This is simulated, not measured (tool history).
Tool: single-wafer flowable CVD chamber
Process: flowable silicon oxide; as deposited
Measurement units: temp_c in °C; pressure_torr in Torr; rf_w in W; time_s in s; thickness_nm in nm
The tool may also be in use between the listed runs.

run,day,temp_c,pressure_torr,rf_w,time_s,thickness_nm
1,0,105,1.07,2205,1076,760.34
2,0.171,98,1.07,2205,1076,935.59
3,0.329,107,1.07,2205,1076,716.44
4,0.475,103,1.07,2205,1076,808.16
5,0.758,113,1.07,2205,1076,604.04
# day 1.083: RF generator calibrated
6,1.083,108,1.07,2205,1076,703.89
7,1.204,104,1.07,2205,1076,784.61

Forecast run 8:
8,1.242,101,1.07,2205,1076,?

{"run 8": {"thickness_nm": 858.54}}
